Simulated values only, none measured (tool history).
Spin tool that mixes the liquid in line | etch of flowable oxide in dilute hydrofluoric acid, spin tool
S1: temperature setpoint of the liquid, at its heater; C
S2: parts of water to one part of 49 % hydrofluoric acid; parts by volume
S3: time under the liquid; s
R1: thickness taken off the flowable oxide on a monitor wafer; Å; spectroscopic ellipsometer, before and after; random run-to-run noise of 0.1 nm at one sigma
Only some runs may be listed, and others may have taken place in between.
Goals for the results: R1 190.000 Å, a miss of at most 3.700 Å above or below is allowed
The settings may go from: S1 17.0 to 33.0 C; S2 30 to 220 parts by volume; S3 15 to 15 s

run    day    S1   S2  S3       R1
  1  0.000  25.0  125  15   55.458
  2  0.292  22.0  125  15   49.147
  3  0.346  22.0  125  15   49.206
  4  0.492  25.0   95  15   75.857
  5  0.838  27.5   80  15  101.630
  6  1.154  27.5   55  15  151.470
  7  1.321  29.0   55  15  161.890
  8  1.679  30.0   55  15  168.260
  9  1.954  30.5   55  15  171.890
 10  2.046  31.0   55  15  175.140
 11  2.312  31.0   55  15  175.590

5 candidate next runs follow, results not yet known. Just one meets every target within its allowed miss. Identify it.
  A  2.579  29.5  50  15   ?
  B  2.579  33.0  55  15   ?
  C  2.579  31.5  55  15   ?
  D  2.579  29.0  50  15   ?
  E  2.579  31.0  60  15   ?

move       R1
   A  181.890
   B  187.890
   C  177.390
   D  178.340
   E  158.260
A: moves toward the targets from the last run without getting all of them in spec
B: all results in spec
C: moves toward the targets from the last run without getting all of them in spec
D: moves toward the targets from the last run without getting all of them in spec
E: lands further from the targets than the last run did
Go with B: it meets all targets.
